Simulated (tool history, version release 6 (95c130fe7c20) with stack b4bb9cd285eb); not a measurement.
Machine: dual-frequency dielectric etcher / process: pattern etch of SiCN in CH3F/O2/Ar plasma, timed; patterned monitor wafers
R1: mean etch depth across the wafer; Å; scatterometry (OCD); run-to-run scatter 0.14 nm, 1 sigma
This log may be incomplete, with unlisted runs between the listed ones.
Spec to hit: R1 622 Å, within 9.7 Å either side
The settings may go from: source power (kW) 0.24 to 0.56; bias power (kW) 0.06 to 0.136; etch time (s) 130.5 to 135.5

Run 1, hour 0: source power (kW) 0.4, bias power (kW) 0.098, etch time (s) 130.5. Result: R1 499.33 Å.
Run 2, hour 2.2: source power (kW) 0.4, bias power (kW) 0.089, etch time (s) 130.5. Result: R1 485.48 Å.
Run 3, hour 9.2: source power (kW) 0.4, bias power (kW) 0.089, etch time (s) 135.5. Result: R1 506.4 Å.
Run 4, hour 15.3: source power (kW) 0.43, bias power (kW) 0.089, etch time (s) 135.5. Result: R1 523.36 Å.
Run 5, hour 17.4: source power (kW) 0.45, bias power (kW) 0.092, etch time (s) 135.5. Result: R1 539.83 Å.
Run 6, hour 20.6: source power (kW) 0.45, bias power (kW) 0.092, etch time (s) 130.5. Result: R1 522.55 Å.
At hour 24.4: source power generator calibrated.
Run 7, hour 24.4: source power (kW) 0.47, bias power (kW) 0.094, etch time (s) 130.5. Result: R1 548.78 Å.
Run 8, hour 29.9: source power (kW) 0.55, bias power (kW) 0.096, etch time (s) 130.5. Result: R1 594.68 Å.
Run 9, hour 33.3: source power (kW) 0.55, bias power (kW) 0.097, etch time (s) 130.5. Result: R1 594.63 Å.
Run 10, hour 39.4: source power (kW) 0.55, bias power (kW) 0.098, etch time (s) 130.5. Result: R1 601.1 Å.
Run 11, hour 45.9: source power (kW) 0.55, bias power (kW) 0.099, etch time (s) 130.5. Result: R1 600.64 Å.

Which single option among these 4 for the next run brings every result within its allowed miss of target? Just one does.
Run A, hour 52.4: source power (kW) 0.51, bias power (kW) 0.091, etch time (s) 134. Result: R1 ?.
Run B, hour 52.4: source power (kW) 0.56, bias power (kW) 0.099, etch time (s) 133.5. Result: R1 ?.
Run C, hour 52.4: source power (kW) 0.53, bias power (kW) 0.105, etch time (s) 131. Result: R1 ?.
Run D, hour 52.4: source power (kW) 0.51, bias power (kW) 0.1, etch time (s) 132.5. Result: R1 ?.

move      R1
   A  582.42
   B  621.25
   C  604.57
   D  591.87
A: moves away from the targets compared with the last run
B: all results in spec
C: nearer the targets than the last run, but a result is still out of spec
D: moves away from the targets compared with the last run
Go with B: it meets all targets.
